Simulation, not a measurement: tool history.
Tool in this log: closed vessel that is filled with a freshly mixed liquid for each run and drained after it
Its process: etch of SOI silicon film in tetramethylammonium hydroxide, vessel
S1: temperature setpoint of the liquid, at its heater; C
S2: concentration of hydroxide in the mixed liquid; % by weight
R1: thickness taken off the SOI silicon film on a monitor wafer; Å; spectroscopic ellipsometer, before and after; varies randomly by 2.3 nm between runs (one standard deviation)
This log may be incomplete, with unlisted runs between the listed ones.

{"run": 1, "hour": 0.0, "S1": 71, "S2": 9.5, "time in the liquid (s)": 30, "R1": 2301.8}
{"run": 2, "hour": 1.1, "S1": 71, "S2": 11.5, "time in the liquid (s)": 30, "R1": 2156.5}
{"run": 3, "hour": 1.6, "S1": 71, "S2": 11.5, "time in the liquid (s)": 30, "R1": 2124.6}
{"run": 4, "hour": 4.2, "S1": 71, "S2": 10, "time in the liquid (s)": 30, "R1": 2234.3}
{"run": 5, "hour": 7.7, "S1": 71, "S2": 10, "time in the liquid (s)": 30, "R1": 2251.6}
{"run": 6, "hour": 16.5, "S1": 72, "S2": 10, "time in the liquid (s)": 30, "R1": 2420.6}
{"run": 7, "hour": 23.1, "S1": 73, "S2": 10, "time in the liquid (s)": 30, "R1": 2528.8}
{"run": 8, "hour": 25.9, "S1": 73.5, "S2": 10, "time in the liquid (s)": 30, "R1": 2604.4}

Run 9, settings as shown, results not yet in. Your forecast:
{"run": 9, "hour": 28.2, "S1": 74, "S2": 10, "time in the liquid (s)": 30, "R1": "?"}

Run 9 yielded R1 2656.5 Å.
